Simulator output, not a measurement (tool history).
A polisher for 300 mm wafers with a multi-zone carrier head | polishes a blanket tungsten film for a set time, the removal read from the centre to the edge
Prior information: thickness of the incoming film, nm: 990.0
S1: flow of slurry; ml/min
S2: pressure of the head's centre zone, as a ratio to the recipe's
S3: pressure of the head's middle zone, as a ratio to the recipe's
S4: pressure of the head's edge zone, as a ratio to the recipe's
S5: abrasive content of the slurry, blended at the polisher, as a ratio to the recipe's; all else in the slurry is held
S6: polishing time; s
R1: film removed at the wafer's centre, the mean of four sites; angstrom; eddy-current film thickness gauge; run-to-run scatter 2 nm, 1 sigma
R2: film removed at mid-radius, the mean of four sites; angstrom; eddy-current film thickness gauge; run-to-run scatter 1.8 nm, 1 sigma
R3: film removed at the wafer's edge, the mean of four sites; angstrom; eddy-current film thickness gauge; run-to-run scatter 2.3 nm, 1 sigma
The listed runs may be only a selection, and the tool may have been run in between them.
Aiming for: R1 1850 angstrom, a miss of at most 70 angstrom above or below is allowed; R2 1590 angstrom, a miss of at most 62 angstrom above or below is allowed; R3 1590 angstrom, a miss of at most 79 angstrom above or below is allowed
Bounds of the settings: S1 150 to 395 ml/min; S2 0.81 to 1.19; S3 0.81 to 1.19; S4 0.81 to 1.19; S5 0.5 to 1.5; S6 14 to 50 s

{"run": 1, "day": 0.0, "S1": 250, "S2": 1, "S3": 1, "S4": 1, "S5": 1, "S6": 32, "R1": 1847.5, "R2": 1885.1, "R3": 1850.1}
{"run": 2, "day": 0.142, "S1": 250, "S2": 1, "S3": 1, "S4": 1, "S5": 1, "S6": 24, "R1": 1379.4, "R2": 1410, "R3": 1381}
{"run": 3, "day": 0.442, "S1": 250, "S2": 0.92, "S3": 1, "S4": 1, "S5": 1, "S6": 24, "R1": 1271.8, "R2": 1390.4, "R3": 1394.2}
{"run": 4, "day": 0.812, "S1": 295, "S2": 0.92, "S3": 1, "S4": 1, "S5": 1, "S6": 24, "R1": 1286, "R2": 1435.6, "R3": 1402.4}
{"run": 5, "day": 0.967, "S1": 295, "S2": 0.92, "S3": 1, "S4": 1.05, "S5": 1, "S6": 24, "R1": 1303.3, "R2": 1411, "R3": 1420.8}
{"run": 6, "day": 1.25, "S1": 295, "S2": 1, "S3": 1, "S4": 1.05, "S5": 1, "S6": 24, "R1": 1405, "R2": 1418.9, "R3": 1410.9}
{"run": 7, "day": 1.467, "S1": 295, "S2": 1.02, "S3": 1, "S4": 1.05, "S5": 1.05, "S6": 24, "R1": 1436.9, "R2": 1449.9, "R3": 1430}
{"run": 8, "day": 1.771, "S1": 295, "S2": 1.04, "S3": 0.99, "S4": 1.05, "S5": 1.1, "S6": 24, "R1": 1459.7, "R2": 1431.3, "R3": 1483.4}
{"run": 9, "day": 2.038, "S1": 295, "S2": 1.06, "S3": 0.99, "S4": 1.05, "S5": 1.1, "S6": 24, "R1": 1498.7, "R2": 1419.4, "R3": 1455.8}
{"run": 10, "day": 2.108, "S1": 295, "S2": 1.08, "S3": 0.99, "S4": 1.05, "S5": 1.1, "S6": 24, "R1": 1523.9, "R2": 1441.1, "R3": 1424.7}
{"run": 11, "day": 2.388, "S1": 295, "S2": 1.1, "S3": 0.99, "S4": 1.05, "S5": 1.15, "S6": 24, "R1": 1591.6, "R2": 1469, "R3": 1507.3}
{"run": 12, "day": 2.442, "S1": 335, "S2": 1.19, "S3": 1.03, "S4": 0.98, "S5": 1.2, "S6": 25, "R1": 1858.2, "R2": 1575.1, "R3": 1510.8}

Pick the move, out of 5, that brings all results within their allowed miss; only one does.
{"run": "A", "day": 2.496, "S1": 385, "S2": 1.19, "S3": 1.07, "S4": 0.83, "S5": 1.15, "S6": 25, "R1": "?", "R2": "?", "R3": "?"}
{"run": "B", "day": 2.496, "S1": 310, "S2": 1.16, "S3": 0.98, "S4": 1, "S5": 1.45, "S6": 25, "R1": "?", "R2": "?", "R3": "?"}
{"run": "C", "day": 2.496, "S1": 300, "S2": 1.1, "S3": 0.9, "S4": 1.12, "S5": 1.2, "S6": 28, "R1": "?", "R2": "?", "R3": "?"}
{"run": "D", "day": 2.496, "S1": 315, "S2": 1.16, "S3": 0.88, "S4": 1.1, "S5": 1.25, "S6": 26, "R1": "?", "R2": "?", "R3": "?"}
{"run": "E", "day": 2.496, "S1": 335, "S2": 1.19, "S3": 1, "S4": 1, "S5": 1.15, "S6": 23, "R1": "?", "R2": "?", "R3": "?"}

move=A R1=1833.2 R2=1657.8 R3=1385.2
move=B R1=1833.9 R2=1587.7 R3=1562.2
move=C R1=1864.3 R2=1591.8 R3=1777.1
move=D R1=1851.2 R2=1470.9 R3=1655.4
move=E R1=1664.1 R2=1425.8 R3=1377.6
A: further off than the last run
B: in spec on every target
C: takes the result that was furthest off past its target
D: meets the target for the result that was furthest off, but another lies outside its allowed miss
E: further off than the last run
Move B is the one to make.

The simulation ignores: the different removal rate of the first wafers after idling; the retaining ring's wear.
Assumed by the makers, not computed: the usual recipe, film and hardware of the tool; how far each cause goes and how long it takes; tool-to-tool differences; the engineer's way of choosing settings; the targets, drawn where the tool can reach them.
